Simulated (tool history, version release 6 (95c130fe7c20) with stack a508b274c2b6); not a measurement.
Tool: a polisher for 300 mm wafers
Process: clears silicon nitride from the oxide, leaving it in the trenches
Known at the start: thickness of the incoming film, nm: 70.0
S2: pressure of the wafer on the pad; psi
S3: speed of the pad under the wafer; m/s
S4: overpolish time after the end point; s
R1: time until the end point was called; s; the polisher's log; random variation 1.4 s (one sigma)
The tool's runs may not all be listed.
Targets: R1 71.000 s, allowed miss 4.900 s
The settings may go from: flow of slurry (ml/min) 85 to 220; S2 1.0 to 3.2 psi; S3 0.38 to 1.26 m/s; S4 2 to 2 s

run 1 day=0.000 | flow_of_slurry_(ml/min)=140 S2=2.1 S3=0.82 S4=2 | R1=131.900
run 2 day=0.088 | flow_of_slurry_(ml/min)=140 S2=2.4 S3=0.86 S4=2 | R1=109.260
run 3 day=0.138 | flow_of_slurry_(ml/min)=140 S2=2.6 S3=0.88 S4=2 | R1=99.402
run 4 day=0.442 | flow_of_slurry_(ml/min)=140 S2=2.8 S3=0.90 S4=2 | R1=89.889
run 5 day=0.654 | flow_of_slurry_(ml/min)=140 S2=2.9 S3=0.92 S4=2 | R1=85.740
run 6 day=0.883 | flow_of_slurry_(ml/min)=140 S2=2.9 S3=0.92 S4=2 | R1=84.879
run 7 day=1.254 | flow_of_slurry_(ml/min)=140 S2=2.9 S3=0.92 S4=2 | R1=85.217
run 8 day=1.554 | flow_of_slurry_(ml/min)=140 S2=3.0 S3=0.94 S4=2 | R1=81.256
run 9 day=1.633 | flow_of_slurry_(ml/min)=140 S2=3.1 S3=0.96 S4=2 | R1=76.701

Which of these 5 next moves meets every target?
run A day=1.712 | flow_of_slurry_(ml/min)=135 S2=3.0 S3=1.08 S4=2 | R1=?
run B day=1.712 | flow_of_slurry_(ml/min)=150 S2=3.0 S3=0.80 S4=2 | R1=?
run C day=1.712 | flow_of_slurry_(ml/min)=155 S2=2.8 S3=0.86 S4=2 | R1=?
run D day=1.712 | flow_of_slurry_(ml/min)=195 S2=3.0 S3=0.82 S4=2 | R1=?
run E day=1.712 | flow_of_slurry_(ml/min)=125 S2=2.9 S3=0.94 S4=2 | R1=?

move=A R1=71.010
move=B R1=93.628
move=C R1=92.942
move=D R1=88.287
move=E R1=85.063
A: meets every target
B: further off than the last run
C: further off than the last run
D: further off than the last run
E: further off than the last run
Answer: A
